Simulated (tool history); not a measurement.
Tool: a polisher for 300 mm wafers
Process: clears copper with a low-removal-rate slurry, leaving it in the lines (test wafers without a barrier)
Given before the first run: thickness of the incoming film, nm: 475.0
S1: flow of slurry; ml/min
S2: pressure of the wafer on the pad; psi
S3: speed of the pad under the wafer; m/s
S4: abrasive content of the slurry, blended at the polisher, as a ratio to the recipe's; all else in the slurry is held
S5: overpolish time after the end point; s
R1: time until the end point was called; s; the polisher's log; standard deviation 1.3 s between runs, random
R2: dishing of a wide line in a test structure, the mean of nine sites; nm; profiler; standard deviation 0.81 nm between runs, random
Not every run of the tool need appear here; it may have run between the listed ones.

| run | hour | S1 | S2 | S3 | S4 | S5 | R1 | R2 |
|---|---|---|---|---|---|---|---|---|
| 1 | 0 | 170 | 3.7 | 1 | 1 | 28 | 122.23 | 48.822 |
| 2 | 6 | 205 | 3.7 | 1 | 1 | 28 | 120.4 | 51.317 |
| 3 | 11.2 | 205 | 3.9 | 1 | 1 | 29 | 115.15 | 53.258 |
| 4 | 14.6 | 205 | 4 | 1 | 1 | 30 | 112.99 | 55.142 |
| 5 | 17.1 | 205 | 4.1 | 1 | 1 | 31 | 112.05 | 56.789 |
| 6 | 19.8 | 205 | 4.3 | 1 | 1 | 32 | 106.67 | 59.526 |
| 7 | 23.4 | 205 | 4.4 | 1 | 1 | 33 | 104.42 | 61.872 |
| 8 | 30.3 | 205 | 4.4 | 1 | 1 | 33 | 106.23 | 60.674 |

The next listed run, before its measurement:
| 9 | 36.9 | 205 | 5.2 | 1 | 1 | 37 | ? | ? |

R1: 94.921 s
R2: 71.948 nm

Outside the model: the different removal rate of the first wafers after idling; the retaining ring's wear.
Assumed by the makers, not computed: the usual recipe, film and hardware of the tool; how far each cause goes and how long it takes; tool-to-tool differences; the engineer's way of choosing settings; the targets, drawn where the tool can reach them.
